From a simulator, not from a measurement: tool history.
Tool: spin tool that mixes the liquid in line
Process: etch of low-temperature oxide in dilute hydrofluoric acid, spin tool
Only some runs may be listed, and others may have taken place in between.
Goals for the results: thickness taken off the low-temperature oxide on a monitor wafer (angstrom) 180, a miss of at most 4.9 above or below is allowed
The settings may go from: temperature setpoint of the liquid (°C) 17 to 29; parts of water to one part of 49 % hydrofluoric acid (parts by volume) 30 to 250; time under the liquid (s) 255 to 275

| run | day | temperature setpoint of the liquid (°C) | parts of water to one part of 49 % hydrofluoric acid (parts by volume) | time under the liquid (s) | thickness taken off the low-temperature oxide on a monitor wafer (angstrom) |
|---|---|---|---|---|---|
| 1 | 0 | 21 | 140 | 255 | 308.11 |
| 2 | 0.058 | 21 | 160 | 255 | 262.2 |
| 3 | 0.225 | 21 | 160 | 275 | 279.75 |
| 4 | 0.558 | 21 | 135 | 275 | 341.11 |
| 5 | 0.883 | 22.5 | 135 | 275 | 362.38 |
| 6 | 1 | 21 | 155 | 275 | 289.28 |
| 7 | 1.05 | 20 | 165 | 275 | 256.49 |
| 8 | 1.229 | 19 | 175 | 275 | 234.99 |

Exactly one of the 5 candidate moves below puts every result within its allowed miss. Which one?
| A | 1.408 | 18 | 210 | 255 | ? |
| B | 1.408 | 18.5 | 190 | 255 | ? |
| C | 1.408 | 17 | 210 | 260 | ? |
| D | 1.408 | 21 | 205 | 255 | ? |
| E | 1.408 | 18.5 | 200 | 255 | ? |

| move | thickness taken off the low-temperature oxide on a monitor wafer (angstrom) |
|---|---|
| A | 167.87 |
| B | 192.83 |
| C | 164.54 |
| D | 194.05 |
| E | 181.45 |
A: the result that was furthest off in the last run now lies on the other side of its target
B: nearer the targets than the last run, but a result is still out of spec
C: the result that was furthest off in the last run now lies on the other side of its target
D: nearer the targets than the last run, but a result is still out of spec
E: all results in spec
Correct choice: E, which meets every target

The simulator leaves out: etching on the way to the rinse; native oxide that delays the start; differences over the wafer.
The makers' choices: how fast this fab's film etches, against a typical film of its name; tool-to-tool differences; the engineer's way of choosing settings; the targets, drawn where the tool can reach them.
